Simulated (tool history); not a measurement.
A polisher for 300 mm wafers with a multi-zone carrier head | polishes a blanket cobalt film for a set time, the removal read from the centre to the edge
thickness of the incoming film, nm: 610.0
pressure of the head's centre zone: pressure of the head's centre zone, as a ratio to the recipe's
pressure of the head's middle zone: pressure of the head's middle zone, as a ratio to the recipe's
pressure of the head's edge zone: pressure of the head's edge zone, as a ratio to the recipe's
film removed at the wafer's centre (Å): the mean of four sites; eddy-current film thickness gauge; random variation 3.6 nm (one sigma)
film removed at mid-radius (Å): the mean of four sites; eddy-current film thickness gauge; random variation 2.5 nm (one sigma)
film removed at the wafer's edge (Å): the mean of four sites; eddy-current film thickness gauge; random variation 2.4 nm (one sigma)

run	day	flow of slurry (ml/min)	pressure of the head's centre zone	pressure of the head's middle zone	pressure of the head's edge zone	polishing time (s)	film removed at the wafer's centre (Å)	film removed at mid-radius (Å)	film removed at the wafer's edge (Å)
1	0	320	1	1	1	41	2005.2	2015.6	1975.2
2	0.158	325	1	1.03	1.03	43	2106.8	2182.1	2136.5
3	0.308	330	1.01	1.06	1.05	44	2198.5	2265.5	2175.4
4	0.612	330	1.01	1.06	1.05	38	1896.1	1969.8	1909.9
5	0.65	330	1.01	1.06	1.05	45	2204	2298.2	2249
6	0.762	330	1.01	1.03	1.05	45	2252.6	2298.2	2268

Forecast run 7:
7	1.088	340	1.01	1.06	1.06	46	?	?	?

film removed at the wafer's centre (Å): 2276.8
film removed at mid-radius (Å): 2408.2
film removed at the wafer's edge (Å): 2324.2
